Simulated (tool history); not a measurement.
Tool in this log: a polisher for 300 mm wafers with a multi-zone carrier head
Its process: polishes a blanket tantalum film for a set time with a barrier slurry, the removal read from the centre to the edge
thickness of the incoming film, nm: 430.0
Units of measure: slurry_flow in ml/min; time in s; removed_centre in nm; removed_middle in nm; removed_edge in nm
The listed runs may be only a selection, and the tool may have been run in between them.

Run 1, hour 0: slurry_flow 135 ml/min, centre_zone 1, middle_zone 1, edge_zone 1, slurry_solids 1, time 37 s. Result: removed_centre 70.818 nm, removed_middle 71.065 nm, removed_edge 69.471 nm.
Run 2, hour 3.7: slurry_flow 130 ml/min, centre_zone 0.98, middle_zone 1, edge_zone 0.99, slurry_solids 0.95, time 35 s. Result: removed_centre 62.511 nm, removed_middle 64.007 nm, removed_edge 63.537 nm.
Run 3, hour 7.8: slurry_flow 130 ml/min, centre_zone 0.97, middle_zone 1.01, edge_zone 0.97, slurry_solids 0.9, time 34 s. Result: removed_centre 60.238 nm, removed_middle 61.2 nm, removed_edge 61.115 nm.
Run 4, hour 9.4: slurry_flow 130 ml/min, centre_zone 0.96, middle_zone 1.03, edge_zone 0.96, slurry_solids 0.85, time 33 s. Result: removed_centre 56.243 nm, removed_middle 60.755 nm, removed_edge 56.829 nm.
Run 5, hour 17.5: slurry_flow 145 ml/min, centre_zone 0.96, middle_zone 1.03, edge_zone 0.96, slurry_solids 0.85, time 33 s. Result: removed_centre 59.584 nm, removed_middle 60.955 nm, removed_edge 57.967 nm.
Run 6, hour 18.4: slurry_flow 145 ml/min, centre_zone 0.96, middle_zone 1.03, edge_zone 0.96, slurry_solids 0.85, time 36 s. Result: removed_centre 61.965 nm, removed_middle 66.495 nm, removed_edge 63.355 nm.
Run 7, hour 19.3: slurry_flow 140 ml/min, centre_zone 0.95, middle_zone 1.03, edge_zone 0.95, slurry_solids 0.8, time 35 s. Result: removed_centre 60.201 nm, removed_middle 64.155 nm, removed_edge 60.576 nm.
Run 8, hour 21.9: slurry_flow 140 ml/min, centre_zone 0.95, middle_zone 1.03, edge_zone 0.95, slurry_solids 0.8, time 35 s. Result: removed_centre 61.526 nm, removed_middle 64.754 nm, removed_edge 61.798 nm.
Run 9, hour 29.7: slurry_flow 135 ml/min, centre_zone 0.94, middle_zone 1.03, edge_zone 0.95, slurry_solids 0.75, time 33 s. Result: removed_centre 54.98 nm, removed_middle 58.412 nm, removed_edge 55.089 nm.
Run 10, hour 31.9: slurry_flow 130 ml/min, centre_zone 0.93, middle_zone 1.03, edge_zone 0.95, slurry_solids 0.7, time 32 s. Result: removed_centre 49.567 nm, removed_middle 55.054 nm, removed_edge 51.548 nm.
Run 11, hour 32.5: slurry_flow 100 ml/min, centre_zone 0.88, middle_zone 0.95, edge_zone 0.85, slurry_solids 0.5, time 26 s. Result: removed_centre 31.625 nm, removed_middle 34.903 nm, removed_edge 33.729 nm.
Run 12, hour 33.3: slurry_flow 105 ml/min, centre_zone 0.88, middle_zone 0.96, edge_zone 0.86, slurry_solids 0.5, time 26 s. Result: removed_centre 32.308 nm, removed_middle 35.65 nm, removed_edge 35.136 nm.
Run 13, hour 36.4: slurry_flow 110 ml/min, centre_zone 0.88, middle_zone 0.97, edge_zone 0.86, slurry_solids 0.5, time 26 s. Result: removed_centre 32.878 nm, removed_middle 36.539 nm, removed_edge 34.011 nm.
Run 14, hour 41.7: slurry_flow 110 ml/min, centre_zone 0.88, middle_zone 0.98, edge_zone 0.87, slurry_solids 0.5, time 26 s. Result: removed_centre 32.571 nm, removed_middle 36.399 nm, removed_edge 34.574 nm.
Run 15, hour 49.5: slurry_flow 115 ml/min, centre_zone 0.88, middle_zone 0.99, edge_zone 0.88, slurry_solids 0.5, time 26 s. Result: removed_centre 32.801 nm, removed_middle 36.935 nm, removed_edge 35.744 nm.
Run 16, hour 56.5: slurry_flow 120 ml/min, centre_zone 0.88, middle_zone 1, edge_zone 0.88, slurry_solids 0.5, time 26 s. Result: removed_centre 33.755 nm, removed_middle 37.725 nm, removed_edge 36.389 nm.

Run 17 comes next. What will it give?
Run 17, hour 57.8: slurry_flow 120 ml/min, centre_zone 0.88, middle_zone 1.01, edge_zone 0.88, slurry_solids 0.5, time 26 s. Result: removed_centre ?, removed_middle ?, removed_edge ?.

Run 17 came out at removed_centre 33.129 nm, removed_middle 37.981 nm, removed_edge 35.244 nm.
